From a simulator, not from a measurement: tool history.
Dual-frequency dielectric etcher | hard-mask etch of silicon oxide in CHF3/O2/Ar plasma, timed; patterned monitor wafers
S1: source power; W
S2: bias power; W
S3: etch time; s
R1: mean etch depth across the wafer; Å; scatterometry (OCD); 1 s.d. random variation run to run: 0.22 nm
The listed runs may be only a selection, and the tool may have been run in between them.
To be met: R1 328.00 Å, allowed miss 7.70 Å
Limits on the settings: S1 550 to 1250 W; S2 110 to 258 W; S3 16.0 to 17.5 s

Run 1, hour 0.0: S1 900 W, S2 184 W, S3 17.5 s. Result: R1 387.02 Å.
Run 2, hour 8.9: S1 850 W, S2 180 W, S3 17.5 s. Result: R1 378.34 Å.
Run 3, hour 12.3: S1 810 W, S2 175 W, S3 17.5 s. Result: R1 366.69 Å.
Run 4, hour 14.7: S1 810 W, S2 150 W, S3 17.5 s. Result: R1 346.67 Å.
Run 5, hour 16.2: S1 810 W, S2 150 W, S3 16.0 s. Result: R1 315.17 Å.
Run 6, hour 18.2: S1 670 W, S2 150 W, S3 16.0 s. Result: R1 297.43 Å.
Run 7, hour 23.1: S1 700 W, S2 151 W, S3 16.0 s. Result: R1 301.10 Å.
Run 8, hour 23.8: S1 730 W, S2 152 W, S3 16.0 s. Result: R1 305.63 Å.
Run 9, hour 31.0: S1 750 W, S2 153 W, S3 16.0 s. Result: R1 310.30 Å.

5 next moves are on the table. One of them brings every result within its allowed miss. Which?
Run A, hour 38.2: S1 670 W, S2 153 W, S3 17.5 s. Result: R1 ?.
Run B, hour 38.2: S1 680 W, S2 146 W, S3 16.0 s. Result: R1 ?.
Run C, hour 38.2: S1 700 W, S2 110 W, S3 17.0 s. Result: R1 ?.
Run D, hour 38.2: S1 590 W, S2 123 W, S3 17.5 s. Result: R1 ?.
Run E, hour 38.2: S1 920 W, S2 112 W, S3 16.5 s. Result: R1 ?.

move      R1
   A  328.83
   B  297.12
   C  288.13
   D  289.65
   E  312.30
A: in spec on every target
B: misses by more than the last run did
C: misses by more than the last run did
D: misses by more than the last run did
E: moves toward the targets from the last run without getting all of them in spec
The move that meets every target is A.

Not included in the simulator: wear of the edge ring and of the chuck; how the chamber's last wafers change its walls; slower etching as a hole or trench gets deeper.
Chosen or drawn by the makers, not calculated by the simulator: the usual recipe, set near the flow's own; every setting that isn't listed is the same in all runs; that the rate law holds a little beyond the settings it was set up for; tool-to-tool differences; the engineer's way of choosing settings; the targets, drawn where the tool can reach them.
